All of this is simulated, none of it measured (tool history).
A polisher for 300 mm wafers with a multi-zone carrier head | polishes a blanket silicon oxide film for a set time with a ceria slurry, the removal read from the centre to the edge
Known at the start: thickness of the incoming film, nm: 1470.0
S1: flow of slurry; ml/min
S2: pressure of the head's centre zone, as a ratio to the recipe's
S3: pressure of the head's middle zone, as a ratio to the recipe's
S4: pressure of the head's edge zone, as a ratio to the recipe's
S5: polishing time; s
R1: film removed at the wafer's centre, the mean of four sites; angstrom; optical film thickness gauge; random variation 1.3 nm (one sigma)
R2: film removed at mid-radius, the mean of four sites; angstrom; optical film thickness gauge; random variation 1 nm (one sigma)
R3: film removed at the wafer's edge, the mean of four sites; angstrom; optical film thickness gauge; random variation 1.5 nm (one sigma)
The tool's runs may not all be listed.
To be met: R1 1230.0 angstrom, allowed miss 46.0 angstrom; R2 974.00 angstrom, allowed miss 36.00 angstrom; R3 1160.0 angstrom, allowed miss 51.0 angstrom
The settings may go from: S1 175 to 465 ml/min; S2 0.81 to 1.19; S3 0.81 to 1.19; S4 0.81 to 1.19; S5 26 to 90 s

run  hour   S1    S2    S3    S4  S5      R1       R2      R3
  1   0.0  295  1.00  1.00  1.00  58  1930.9  1940.20  1941.2
  2   4.1  285  1.02  0.94  1.00  48  1621.1  1515.90  1636.8
  3  10.1  285  1.02  0.94  0.96  48  1643.3  1498.00  1611.7
  4  13.5  285  1.02  0.90  0.96  48  1655.7  1464.00  1609.2
  5  17.1  225  1.02  0.90  0.96  48  1587.5  1443.30  1595.7
  6  20.0  250  1.03  0.88  0.95  42  1446.8  1218.90  1394.3
  7  24.8  255  1.00  0.81  0.88  33  1090.0   906.03  1052.2
  8  29.0  255  1.02  0.82  0.91  33  1093.0   926.59  1042.9
  9  35.3  230  1.04  0.82  0.92  34  1154.9   932.29  1082.4
 10  36.6  225  1.05  0.82  0.95  34  1152.2   949.62  1095.8

Which of these 4 next moves meets every target?
  A  37.9  230  1.01  0.83  1.00  35   ?   ?   ?
  B  37.9  175  1.06  0.81  0.90  38   ?   ?   ?
  C  37.9  195  1.05  0.85  1.03  35   ?   ?   ?
  D  37.9  225  0.99  0.84  0.98  35   ?   ?   ?

move      R1      R2      R3
   A  1149.0  964.70  1177.8
   B  1239.0  978.82  1175.3
   C  1157.9  957.47  1171.1
   D  1123.0  971.17  1163.4
A: as far off as the last run
B: meets every target
C: nearer than the last run, and not there yet
D: further off than the last run
The right move is B.
